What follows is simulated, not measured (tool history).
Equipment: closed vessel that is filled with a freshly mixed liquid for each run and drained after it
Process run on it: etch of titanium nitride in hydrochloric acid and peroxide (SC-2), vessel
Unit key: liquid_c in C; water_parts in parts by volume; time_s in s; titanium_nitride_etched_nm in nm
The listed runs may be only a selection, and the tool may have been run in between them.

| run | hour | liquid_c | water_parts | time_s | titanium_nitride_etched_nm |
|---|---|---|---|---|---|
| 1 | 0.0 | 64.0 | 8.0 | 40 | 1.92070 |
| 2 | 7.0 | 64.0 | 10.5 | 40 | 1.53870 |
| 3 | 11.9 | 68.0 | 10.5 | 40 | 1.94080 |
| 4 | 13.5 | 64.0 | 10.5 | 40 | 1.54220 |
| 5 | 17.5 | 61.0 | 10.5 | 40 | 1.29720 |
| 6 | 24.6 | 61.0 | 10.5 | 40 | 1.28360 |
| 7 | 32.0 | 59.0 | 10.5 | 40 | 1.12780 |
| 8 | 37.3 | 57.5 | 10.5 | 40 | 1.03160 |

Run 9 is up next; what results do you expect?
| 9 | 42.8 | 56.5 | 10.5 | 40 | ? |

titanium_nitride_etched_nm: 0.96522 nm
